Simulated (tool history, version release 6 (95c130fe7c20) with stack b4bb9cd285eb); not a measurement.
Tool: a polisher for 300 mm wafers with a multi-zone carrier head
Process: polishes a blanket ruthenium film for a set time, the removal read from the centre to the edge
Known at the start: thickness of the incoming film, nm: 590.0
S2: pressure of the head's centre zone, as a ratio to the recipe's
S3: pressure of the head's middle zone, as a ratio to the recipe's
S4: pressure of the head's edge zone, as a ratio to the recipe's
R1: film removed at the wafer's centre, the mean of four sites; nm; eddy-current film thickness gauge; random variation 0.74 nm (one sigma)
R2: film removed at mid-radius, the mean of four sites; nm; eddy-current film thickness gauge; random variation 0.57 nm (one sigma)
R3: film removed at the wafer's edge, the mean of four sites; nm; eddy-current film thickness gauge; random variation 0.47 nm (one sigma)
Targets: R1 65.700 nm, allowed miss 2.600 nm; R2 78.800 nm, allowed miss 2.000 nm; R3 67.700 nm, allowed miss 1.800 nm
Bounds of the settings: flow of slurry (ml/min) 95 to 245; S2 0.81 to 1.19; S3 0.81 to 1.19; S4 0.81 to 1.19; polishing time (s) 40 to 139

run 1 hour=0.0 | flow_of_slurry_(ml/min)=155 S2=1.00 S3=1.00 S4=1.00 polishing_time_(s)=89 | R1=100.700 R2=99.367 R3=100.920
run 2 hour=5.8 | flow_of_slurry_(ml/min)=155 S2=1.00 S3=1.00 S4=1.00 polishing_time_(s)=106 | R1=121.450 R2=117.600 R3=121.990
run 3 hour=10.2 | flow_of_slurry_(ml/min)=155 S2=0.99 S3=1.01 S4=0.98 polishing_time_(s)=101 | R1=115.300 R2=113.420 R3=115.440
run 4 hour=11.4 | flow_of_slurry_(ml/min)=180 S2=0.99 S3=1.01 S4=0.98 polishing_time_(s)=101 | R1=119.780 R2=119.380 R3=117.830
run 5 hour=16.2 | flow_of_slurry_(ml/min)=180 S2=0.99 S3=1.01 S4=0.93 polishing_time_(s)=101 | R1=119.530 R2=120.120 R3=115.510
run 6 hour=19.8 | flow_of_slurry_(ml/min)=180 S2=0.98 S3=1.01 S4=0.92 polishing_time_(s)=96 | R1=111.490 R2=113.910 R3=110.040
run 7 hour=21.9 | flow_of_slurry_(ml/min)=180 S2=0.98 S3=1.02 S4=0.91 polishing_time_(s)=91 | R1=105.560 R2=109.220 R3=102.850
run 8 hour=24.8 | flow_of_slurry_(ml/min)=140 S2=0.88 S3=1.05 S4=0.81 polishing_time_(s)=66 | R1=62.903 R2=74.805 R3=67.652

Which of these 4 next moves meets every target?
run A hour=27.7 | flow_of_slurry_(ml/min)=155 S2=0.88 S3=1.15 S4=0.81 polishing_time_(s)=65 | R1=? R2=? R3=?
run B hour=27.7 | flow_of_slurry_(ml/min)=160 S2=0.93 S3=1.10 S4=0.81 polishing_time_(s)=61 | R1=? R2=? R3=?
run C hour=27.7 | flow_of_slurry_(ml/min)=205 S2=0.86 S3=1.07 S4=0.82 polishing_time_(s)=62 | R1=? R2=? R3=?
run D hour=27.7 | flow_of_slurry_(ml/min)=125 S2=0.86 S3=1.00 S4=0.81 polishing_time_(s)=67 | R1=? R2=? R3=?

move=A R1=65.944 R2=83.082 R3=68.083
move=B R1=66.108 R2=75.754 R3=64.351
move=C R1=66.945 R2=80.308 R3=68.815
move=D R1=60.879 R2=70.595 R3=66.995
A: takes the result that was furthest off past its target
B: nearer than the last run, and not there yet
C: meets every target
D: further off than the last run
Move C is the one to make.

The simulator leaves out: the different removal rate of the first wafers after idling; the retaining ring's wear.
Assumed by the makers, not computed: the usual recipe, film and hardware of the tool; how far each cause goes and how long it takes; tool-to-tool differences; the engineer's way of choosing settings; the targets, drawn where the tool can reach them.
